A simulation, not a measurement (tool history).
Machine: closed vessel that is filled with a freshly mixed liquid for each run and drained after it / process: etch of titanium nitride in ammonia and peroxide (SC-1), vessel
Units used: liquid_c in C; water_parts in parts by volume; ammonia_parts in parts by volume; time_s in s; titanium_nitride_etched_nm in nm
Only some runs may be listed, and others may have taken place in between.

run	hour	liquid_c	water_parts	ammonia_parts	time_s	titanium_nitride_etched_nm
1	0.0	61.0	27.5	0.5	315	32.099
2	4.9	61.0	27.5	0.4	315	30.749
3	13.7	61.0	22.0	0.4	315	34.898
4	19.4	58.0	22.0	0.4	315	28.705
5	23.6	56.0	22.0	0.4	315	25.062
6	24.6	56.0	22.0	0.4	335	26.676

Predict the results of run 7:
7	25.8	54.5	22.0	0.4	335	?

titanium_nitride_etched_nm: 24.104 nm
